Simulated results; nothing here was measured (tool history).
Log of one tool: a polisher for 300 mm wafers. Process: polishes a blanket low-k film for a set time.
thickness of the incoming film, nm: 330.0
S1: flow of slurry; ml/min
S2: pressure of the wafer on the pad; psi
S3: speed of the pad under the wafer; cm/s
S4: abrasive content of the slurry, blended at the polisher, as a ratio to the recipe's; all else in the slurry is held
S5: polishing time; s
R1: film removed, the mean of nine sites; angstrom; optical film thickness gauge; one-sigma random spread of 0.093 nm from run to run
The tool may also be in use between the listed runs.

run  hour   S1   S2   S3   S4  S5      R1
  1   0.0  205  1.8  100  1.0  26  122.28
  2   3.7  205  1.8  124  1.0  26  142.13
  3  10.9  205  1.8  124  1.0  26  143.88
  4  12.2  205  2.1  124  1.0  26  167.73
  5  17.1  205  1.9  124  1.0  26  152.50
  6  21.2  205  1.9  124  1.0  26  151.93
  7  24.9  205  1.7  124  1.0  26  134.92

Forecast run 8:
  8  30.0  205  1.6  124  1.0  26   ?

{"run 8": {"R1": 127.88}}

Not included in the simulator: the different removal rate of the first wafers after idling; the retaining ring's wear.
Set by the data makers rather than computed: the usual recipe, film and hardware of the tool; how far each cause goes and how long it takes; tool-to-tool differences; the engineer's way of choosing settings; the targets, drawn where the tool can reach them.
